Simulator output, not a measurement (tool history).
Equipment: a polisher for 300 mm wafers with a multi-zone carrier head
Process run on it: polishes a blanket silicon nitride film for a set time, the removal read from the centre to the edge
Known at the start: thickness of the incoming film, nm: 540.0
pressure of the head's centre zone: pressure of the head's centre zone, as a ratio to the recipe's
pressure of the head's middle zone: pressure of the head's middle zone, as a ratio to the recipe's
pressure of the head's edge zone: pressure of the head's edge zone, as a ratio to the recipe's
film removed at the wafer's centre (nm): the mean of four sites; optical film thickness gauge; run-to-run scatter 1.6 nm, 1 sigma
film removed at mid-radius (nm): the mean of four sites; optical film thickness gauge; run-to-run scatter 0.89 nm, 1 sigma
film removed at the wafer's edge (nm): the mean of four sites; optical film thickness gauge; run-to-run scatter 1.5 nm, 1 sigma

run,hour,flow of slurry (ml/min),pressure of the head's centre zone,pressure of the head's middle zone,pressure of the head's edge zone,polishing time (s),film removed at the wafer's centre (nm),film removed at mid-radius (nm),film removed at the wafer's edge (nm)
1,0,245,1,1,1,90,141.37,142.43,141.64
2,2.2,245,1,1,1,109,167.24,171.54,171.53
3,3.9,245,0.96,1,1,109,163.43,172.85,171.88
4,7.5,245,0.96,1,0.94,109,158.19,172.99,164.84
5,11.1,245,0.96,0.94,0.94,109,164.74,163.61,168.67
6,16.9,240,0.94,0.94,0.94,107,155.69,160,164.5
7,18.8,235,0.93,0.94,0.93,106,153.81,158.28,157.55
8,23,240,0.92,0.95,0.94,104,152.21,158.64,160.7

Forecast run 9:
9,24,230,0.91,0.96,0.95,102,?,?,?

Run 9 gave film removed at the wafer's centre (nm) 141.49, film removed at mid-radius (nm) 154.78, film removed at the wafer's edge (nm) 157.99.
